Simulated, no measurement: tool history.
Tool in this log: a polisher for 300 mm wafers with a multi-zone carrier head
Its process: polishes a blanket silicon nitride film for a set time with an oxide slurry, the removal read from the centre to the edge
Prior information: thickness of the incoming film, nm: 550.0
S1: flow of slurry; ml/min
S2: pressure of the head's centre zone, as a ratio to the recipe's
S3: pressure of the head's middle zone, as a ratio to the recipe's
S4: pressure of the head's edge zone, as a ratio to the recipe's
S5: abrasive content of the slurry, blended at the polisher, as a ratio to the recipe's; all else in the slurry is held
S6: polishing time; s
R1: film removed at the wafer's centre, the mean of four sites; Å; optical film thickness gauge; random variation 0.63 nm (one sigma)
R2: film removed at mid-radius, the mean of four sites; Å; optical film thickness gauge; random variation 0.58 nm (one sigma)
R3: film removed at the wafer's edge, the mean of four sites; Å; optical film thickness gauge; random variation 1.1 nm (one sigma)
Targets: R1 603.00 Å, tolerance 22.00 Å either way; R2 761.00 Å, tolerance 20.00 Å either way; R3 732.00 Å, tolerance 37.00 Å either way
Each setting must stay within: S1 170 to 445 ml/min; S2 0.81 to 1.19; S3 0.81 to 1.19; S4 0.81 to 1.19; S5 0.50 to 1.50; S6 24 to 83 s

run 1 hour=0.0 | S1=285 S2=1.00 S3=1.00 S4=1.00 S5=1.00 S6=53 | R1=519.69 R2=502.52 R3=514.18
run 2 hour=4.5 | S1=285 S2=1.00 S3=1.00 S4=0.96 S5=1.00 S6=53 | R1=518.89 R2=507.02 R3=499.55
run 3 hour=8.6 | S1=290 S2=0.98 S3=1.03 S4=0.99 S5=1.10 S6=53 | R1=525.52 R2=533.26 R3=525.36
run 4 hour=16.7 | S1=235 S2=0.98 S3=1.03 S4=0.99 S5=1.10 S6=53 | R1=510.17 R2=521.97 R3=514.15
run 5 hour=17.5 | S1=300 S2=0.98 S3=1.03 S4=0.99 S5=1.10 S6=53 | R1=529.23 R2=540.62 R3=516.24
run 6 hour=24.6 | S1=280 S2=0.96 S3=1.05 S4=1.02 S5=1.15 S6=55 | R1=538.11 R2=566.84 R3=566.30
run 7 hour=29.2 | S1=285 S2=0.95 S3=1.07 S4=1.04 S5=1.20 S6=56 | R1=549.40 R2=593.09 R3=603.03
run 8 hour=30.7 | S1=295 S2=0.94 S3=1.09 S4=1.04 S5=1.25 S6=56 | R1=560.74 R2=619.34 R3=588.03

Which single option among these 5 for the next run brings every result within its allowed miss of target? Just one does.
run A hour=32.2 | S1=325 S2=0.86 S3=1.17 S4=0.98 S5=1.30 S6=60 | R1=? R2=? R3=?
run B hour=32.2 | S1=240 S2=1.01 S3=0.98 S4=0.94 S5=1.05 S6=59 | R1=? R2=? R3=?
run C hour=32.2 | S1=265 S2=0.95 S3=1.16 S4=1.09 S5=1.30 S6=67 | R1=? R2=? R3=?
run D hour=32.2 | S1=255 S2=0.85 S3=1.13 S4=1.05 S5=1.45 S6=66 | R1=? R2=? R3=?
run E hour=32.2 | S1=335 S2=0.81 S3=1.19 S4=0.95 S5=1.15 S6=61 | R1=? R2=? R3=?

move=A R1=555.54 R2=708.77 R3=642.04
move=B R1=576.68 R2=552.17 R3=564.37
move=C R1=669.23 R2=768.71 R3=742.87
move=D R1=606.12 R2=764.86 R3=740.42
move=E R1=513.12 R2=704.24 R3=619.93
A: moves toward the targets from the last run without getting all of them in spec
B: lands further from the targets than the last run did
C: corrects the largest miss of the last run, while another result sits out of spec
D: all results land within tolerance of their targets
E: moves toward the targets from the last run without getting all of them in spec
The move that meets every target is D.

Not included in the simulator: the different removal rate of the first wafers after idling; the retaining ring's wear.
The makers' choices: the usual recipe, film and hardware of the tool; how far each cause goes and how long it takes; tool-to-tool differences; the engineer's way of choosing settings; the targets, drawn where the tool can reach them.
